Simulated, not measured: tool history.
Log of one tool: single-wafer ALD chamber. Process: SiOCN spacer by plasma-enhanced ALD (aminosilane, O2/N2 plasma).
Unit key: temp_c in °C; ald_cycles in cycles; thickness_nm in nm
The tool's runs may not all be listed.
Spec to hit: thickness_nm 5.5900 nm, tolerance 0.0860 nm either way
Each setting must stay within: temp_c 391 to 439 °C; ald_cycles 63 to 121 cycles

run 1 day=0.000 | temp_c=415 ald_cycles=92 | thickness_nm=5.1507
run 2 day=0.075 | temp_c=415 ald_cycles=87 | thickness_nm=4.8613
run 3 day=0.167 | temp_c=405 ald_cycles=87 | thickness_nm=5.0528
run 4 day=0.479 | temp_c=403 ald_cycles=88 | thickness_nm=5.1654
-- day=0.558 thermocouple changed; heater temperature recalibrated
run 5 day=0.558 | temp_c=408 ald_cycles=88 | thickness_nm=5.1125
run 6 day=0.929 | temp_c=416 ald_cycles=88 | thickness_nm=4.9851
run 7 day=0.962 | temp_c=413 ald_cycles=90 | thickness_nm=5.1448
run 8 day=1.133 | temp_c=410 ald_cycles=91 | thickness_nm=5.2649

Which one of the following 4 next-run settings gets every result inside its allowed miss? There is exactly one.
run A day=1.304 | temp_c=411 ald_cycles=93 | thickness_nm=?
run B day=1.304 | temp_c=408 ald_cycles=93 | thickness_nm=?
run C day=1.304 | temp_c=405 ald_cycles=98 | thickness_nm=?
run D day=1.304 | temp_c=412 ald_cycles=97 | thickness_nm=?

move=A thickness_nm=5.3691
move=B thickness_nm=5.4259
move=C thickness_nm=5.7775
move=D thickness_nm=5.5803
A: gains on the last run, yet a result remains outside its allowed miss
B: gains on the last run, yet a result remains outside its allowed miss
C: moves the result that the last run missed by most past its target, out the other side
D: meets every target
D meets every target.

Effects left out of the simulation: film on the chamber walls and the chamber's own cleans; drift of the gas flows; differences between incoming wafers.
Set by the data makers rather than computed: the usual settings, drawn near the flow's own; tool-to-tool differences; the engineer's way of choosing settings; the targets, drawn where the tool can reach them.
